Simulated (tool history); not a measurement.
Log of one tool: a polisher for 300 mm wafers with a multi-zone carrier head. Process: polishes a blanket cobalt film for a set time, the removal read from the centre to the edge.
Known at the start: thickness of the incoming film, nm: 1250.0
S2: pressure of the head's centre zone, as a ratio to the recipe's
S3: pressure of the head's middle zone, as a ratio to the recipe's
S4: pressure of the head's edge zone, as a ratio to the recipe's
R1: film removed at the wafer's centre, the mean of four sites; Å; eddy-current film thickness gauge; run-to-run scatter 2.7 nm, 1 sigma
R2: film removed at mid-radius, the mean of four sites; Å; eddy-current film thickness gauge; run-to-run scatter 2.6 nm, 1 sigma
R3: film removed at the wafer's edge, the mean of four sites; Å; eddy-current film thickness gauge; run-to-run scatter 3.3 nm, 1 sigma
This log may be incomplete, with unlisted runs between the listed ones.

{"run": 1, "hour": 0.0, "flow of slurry (ml/min)": 125, "S2": 1.0, "S3": 1.0, "S4": 1.0, "polishing time (s)": 59, "R1": 2540.1, "R2": 2240.8, "R3": 2225.2}
{"run": 2, "hour": 3.4, "flow of slurry (ml/min)": 135, "S2": 0.98, "S3": 1.03, "S4": 1.02, "polishing time (s)": 60, "R1": 2526.2, "R2": 2342.0, "R3": 2301.6}
{"run": 3, "hour": 5.2, "flow of slurry (ml/min)": 135, "S2": 0.98, "S3": 1.03, "S4": 1.06, "polishing time (s)": 60, "R1": 2580.8, "R2": 2356.7, "R3": 2307.2}
{"run": 4, "hour": 11.6, "flow of slurry (ml/min)": 140, "S2": 0.96, "S3": 1.06, "S4": 1.06, "polishing time (s)": 62, "R1": 2589.1, "R2": 2523.0, "R3": 2448.5}
{"run": 5, "hour": 19.8, "flow of slurry (ml/min)": 145, "S2": 0.95, "S3": 1.08, "S4": 1.05, "polishing time (s)": 63, "R1": 2667.8, "R2": 2612.7, "R3": 2451.0}
{"run": 6, "hour": 23.3, "flow of slurry (ml/min)": 145, "S2": 0.95, "S3": 1.08, "S4": 1.05, "polishing time (s)": 51, "R1": 2150.8, "R2": 2073.4, "R3": 1986.7}

The next listed run, before its measurement:
{"run": 7, "hour": 27.3, "flow of slurry (ml/min)": 145, "S2": 0.94, "S3": 1.1, "S4": 1.05, "polishing time (s)": 54, "R1": "?", "R2": "?", "R3": "?"}

{"run 7": {"R1": 2242.9, "R2": 2269.2, "R3": 2070.3}}
